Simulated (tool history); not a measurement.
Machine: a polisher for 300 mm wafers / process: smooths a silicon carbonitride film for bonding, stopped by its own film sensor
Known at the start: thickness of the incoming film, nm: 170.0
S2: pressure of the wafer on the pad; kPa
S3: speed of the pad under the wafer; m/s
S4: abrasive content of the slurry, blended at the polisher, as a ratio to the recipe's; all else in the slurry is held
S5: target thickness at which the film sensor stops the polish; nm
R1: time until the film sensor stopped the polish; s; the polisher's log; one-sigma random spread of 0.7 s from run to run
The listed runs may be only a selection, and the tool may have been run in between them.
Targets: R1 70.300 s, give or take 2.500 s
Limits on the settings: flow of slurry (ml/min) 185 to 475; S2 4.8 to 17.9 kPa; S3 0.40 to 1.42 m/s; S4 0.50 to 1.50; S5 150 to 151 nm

run 1 hour=0.0 | flow_of_slurry_(ml/min)=305 S2=11.0 S3=0.90 S4=1.00 S5=151 | R1=109.520
run 2 hour=6.1 | flow_of_slurry_(ml/min)=305 S2=12.4 S3=0.90 S4=1.00 S5=151 | R1=99.859
run 3 hour=13.7 | flow_of_slurry_(ml/min)=305 S2=12.4 S3=0.90 S4=1.00 S5=151 | R1=100.490
run 4 hour=21.4 | flow_of_slurry_(ml/min)=305 S2=12.4 S3=0.90 S4=1.15 S5=151 | R1=94.137
run 5 hour=25.9 | flow_of_slurry_(ml/min)=305 S2=13.8 S3=0.90 S4=1.15 S5=151 | R1=86.582
run 6 hour=33.2 | flow_of_slurry_(ml/min)=305 S2=13.8 S3=0.90 S4=1.15 S5=150 | R1=89.615
run 7 hour=36.4 | flow_of_slurry_(ml/min)=305 S2=13.8 S3=0.90 S4=1.15 S5=150 | R1=90.111
run 8 hour=40.8 | flow_of_slurry_(ml/min)=305 S2=15.2 S3=0.90 S4=1.15 S5=150 | R1=84.488
run 9 hour=42.5 | flow_of_slurry_(ml/min)=305 S2=15.9 S3=0.90 S4=1.15 S5=150 | R1=80.783
run 10 hour=47.9 | flow_of_slurry_(ml/min)=305 S2=16.5 S3=0.90 S4=1.15 S5=150 | R1=79.220
run 11 hour=50.2 | flow_of_slurry_(ml/min)=305 S2=17.2 S3=0.92 S4=1.15 S5=150 | R1=74.005

Which one of the following 4 next-run settings gets every result inside its allowed miss? There is exactly one.
run A hour=52.5 | flow_of_slurry_(ml/min)=330 S2=16.5 S3=0.80 S4=1.20 S5=151 | R1=?
run B hour=52.5 | flow_of_slurry_(ml/min)=300 S2=16.5 S3=0.88 S4=1.10 S5=150 | R1=?
run C hour=52.5 | flow_of_slurry_(ml/min)=325 S2=16.5 S3=0.86 S4=1.40 S5=151 | R1=?
run D hour=52.5 | flow_of_slurry_(ml/min)=235 S2=17.2 S3=0.92 S4=1.00 S5=151 | R1=?

move=A R1=79.924
move=B R1=81.696
move=C R1=70.480
move=D R1=77.100
A: misses by more than the last run did
B: misses by more than the last run did
C: all results in spec
D: misses by more than the last run did
The move that meets every target is C.
